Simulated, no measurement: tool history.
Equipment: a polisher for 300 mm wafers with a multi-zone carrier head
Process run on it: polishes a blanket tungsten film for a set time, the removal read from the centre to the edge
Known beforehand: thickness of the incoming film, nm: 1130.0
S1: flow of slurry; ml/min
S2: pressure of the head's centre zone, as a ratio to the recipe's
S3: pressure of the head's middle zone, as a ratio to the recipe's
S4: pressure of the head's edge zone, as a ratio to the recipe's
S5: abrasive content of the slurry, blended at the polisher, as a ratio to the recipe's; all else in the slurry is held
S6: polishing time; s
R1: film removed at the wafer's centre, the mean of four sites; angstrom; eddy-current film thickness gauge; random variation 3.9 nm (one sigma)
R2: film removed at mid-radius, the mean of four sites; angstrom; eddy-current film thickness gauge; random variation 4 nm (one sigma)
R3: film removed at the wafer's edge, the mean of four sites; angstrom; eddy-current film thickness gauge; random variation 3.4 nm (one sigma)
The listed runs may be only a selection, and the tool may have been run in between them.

| run | hour | S1 | S2 | S3 | S4 | S5 | S6 | R1 | R2 | R3 |
|---|---|---|---|---|---|---|---|---|---|---|
| 1 | 0.0 | 145 | 1.00 | 1.00 | 1.00 | 1.00 | 62 | 3598.0 | 3491.4 | 3367.5 |
| 2 | 4.9 | 150 | 0.99 | 1.01 | 1.03 | 1.10 | 62 | 3577.1 | 3564.3 | 3459.0 |
| 3 | 13.8 | 150 | 0.99 | 1.01 | 1.03 | 1.30 | 62 | 3703.3 | 3610.1 | 3548.1 |
| 4 | 22.1 | 155 | 0.98 | 1.02 | 1.05 | 1.35 | 63 | 3772.0 | 3797.4 | 3680.0 |
| 5 | 24.8 | 155 | 0.98 | 0.98 | 1.05 | 1.35 | 63 | 3759.5 | 3701.8 | 3685.5 |
| 6 | 32.9 | 160 | 0.97 | 0.99 | 1.07 | 1.40 | 64 | 3821.5 | 3850.0 | 3835.1 |
| 7 | 37.0 | 165 | 0.97 | 0.99 | 1.09 | 1.40 | 64 | 3800.2 | 3859.4 | 3863.7 |
| 8 | 44.8 | 170 | 0.97 | 1.00 | 1.10 | 1.40 | 65 | 3969.9 | 3875.4 | 3972.7 |

What will run 9 give?
| 9 | 51.1 | 175 | 0.96 | 1.02 | 1.11 | 1.40 | 66 | ? | ? | ? |

{"run 9": {"R1": 3888.0, "R2": 4041.9, "R3": 4048.9}}
